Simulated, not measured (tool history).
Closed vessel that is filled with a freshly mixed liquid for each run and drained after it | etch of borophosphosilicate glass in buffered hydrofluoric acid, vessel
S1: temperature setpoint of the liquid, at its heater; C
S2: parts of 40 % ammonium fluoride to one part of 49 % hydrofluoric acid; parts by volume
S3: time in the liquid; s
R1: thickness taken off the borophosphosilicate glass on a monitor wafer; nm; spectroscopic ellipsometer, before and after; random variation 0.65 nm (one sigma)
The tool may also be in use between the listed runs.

run 1 day=0.000 | S1=23.0 S2=21.0 S3=85 | R1=143.73
run 2 day=0.179 | S1=23.0 S2=15.5 S3=85 | R1=191.56
run 3 day=0.338 | S1=23.0 S2=11.0 S3=85 | R1=267.96
run 4 day=0.633 | S1=21.5 S2=11.5 S3=85 | R1=236.64
run 5 day=0.767 | S1=21.5 S2=7.5 S3=85 | R1=353.46
run 6 day=1.025 | S1=25.0 S2=7.5 S3=85 | R1=427.68
run 7 day=1.167 | S1=23.0 S2=8.5 S3=85 | R1=335.47
run 8 day=1.471 | S1=21.5 S2=9.5 S3=85 | R1=281.59
run 9 day=1.688 | S1=20.5 S2=10.0 S3=85 | R1=256.95
run 10 day=2.008 | S1=19.5 S2=10.5 S3=85 | R1=232.58
run 11 day=2.150 | S1=19.0 S2=11.0 S3=85 | R1=216.44

Run 12 has not been measured yet. What should we expect?
run 12 day=2.242 | S1=18.5 S2=11.5 S3=85 | R1=?

R1: 199.72 nm
